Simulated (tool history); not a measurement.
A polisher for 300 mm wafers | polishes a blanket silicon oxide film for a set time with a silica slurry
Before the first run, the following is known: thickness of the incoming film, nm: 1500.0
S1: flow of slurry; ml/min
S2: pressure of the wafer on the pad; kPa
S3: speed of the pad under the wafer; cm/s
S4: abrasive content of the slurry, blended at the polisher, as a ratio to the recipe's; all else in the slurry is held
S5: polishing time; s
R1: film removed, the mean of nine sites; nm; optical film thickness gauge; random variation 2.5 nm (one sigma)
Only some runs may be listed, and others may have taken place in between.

Run 1, hour 0: S1 130 ml/min, S2 35.9 kPa, S3 110 cm/s, S4 1, S5 107 s. Result: R1 386.82 nm.
Run 2, hour 1.8: S1 130 ml/min, S2 35.9 kPa, S3 110 cm/s, S4 1, S5 113 s. Result: R1 414.36 nm.
Run 3, hour 6.8: S1 130 ml/min, S2 33.1 kPa, S3 110 cm/s, S4 1, S5 113 s. Result: R1 381.79 nm.
Run 4, hour 9: S1 130 ml/min, S2 33.1 kPa, S3 110 cm/s, S4 1, S5 113 s. Result: R1 379.96 nm.
Run 5, hour 9.7: S1 130 ml/min, S2 31 kPa, S3 110 cm/s, S4 1, S5 113 s. Result: R1 360.42 nm.
Run 6, hour 10.7: S1 130 ml/min, S2 29 kPa, S3 110 cm/s, S4 1, S5 113 s. Result: R1 338.09 nm.
Run 7, hour 11.9: S1 130 ml/min, S2 26.9 kPa, S3 110 cm/s, S4 1, S5 113 s. Result: R1 312.19 nm.
Run 8, hour 13.4: S1 130 ml/min, S2 25.5 kPa, S3 110 cm/s, S4 1, S5 113 s. Result: R1 292.22 nm.
Run 9, hour 14.1: S1 115 ml/min, S2 17.2 kPa, S3 108 cm/s, S4 1, S5 113 s. Result: R1 197.88 nm.
Run 10, hour 16.6: S1 120 ml/min, S2 17.2 kPa, S3 108 cm/s, S4 1, S5 113 s. Result: R1 200.81 nm.
Run 11, hour 19.2: S1 125 ml/min, S2 17.2 kPa, S3 108 cm/s, S4 1, S5 113 s. Result: R1 202.2 nm.

Run 12 comes next. What will it give?
Run 12, hour 24.8: S1 125 ml/min, S2 17.2 kPa, S3 108 cm/s, S4 1, S5 113 s. Result: R1 ?.

R1: 197.91 nm
